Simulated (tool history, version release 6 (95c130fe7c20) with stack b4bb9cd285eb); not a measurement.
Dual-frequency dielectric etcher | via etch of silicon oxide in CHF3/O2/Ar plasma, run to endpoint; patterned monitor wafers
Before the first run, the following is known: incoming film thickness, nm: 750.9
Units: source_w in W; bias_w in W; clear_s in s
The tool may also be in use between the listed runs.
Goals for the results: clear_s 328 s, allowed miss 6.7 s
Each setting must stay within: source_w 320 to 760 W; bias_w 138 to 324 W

run,hour,source_w,bias_w,clear_s
1,0,540,231,370.38
2,2,490,231,384.33
3,3.7,490,248,370.93
4,7.7,520,251,362.96
5,14.5,590,251,343.96
6,19.8,500,251,365.91
7,24.2,530,253,356.94
8,26.8,550,255,352.55
9,30.9,570,257,343.33
10,39.1,580,258,341.05
11,41.4,590,259,335.86
12,47.7,600,259,336.84

Of the 5 settings listed for the next run, only one would bring every result within its allowed miss of target. Which one?
A,54,610,267,?
B,54,700,200,?
C,54,590,250,?
D,54,610,312,?
E,54,650,285,?

move,clear_s
A,331.55
B,343.41
C,344.25
D,313.92
E,315.12
A: all results land within tolerance of their targets
B: misses by more than the last run did
C: misses by more than the last run did
D: pushes the last run's worst result past its target
E: pushes the last run's worst result past its target
A is the move that brings every result within its allowed miss.

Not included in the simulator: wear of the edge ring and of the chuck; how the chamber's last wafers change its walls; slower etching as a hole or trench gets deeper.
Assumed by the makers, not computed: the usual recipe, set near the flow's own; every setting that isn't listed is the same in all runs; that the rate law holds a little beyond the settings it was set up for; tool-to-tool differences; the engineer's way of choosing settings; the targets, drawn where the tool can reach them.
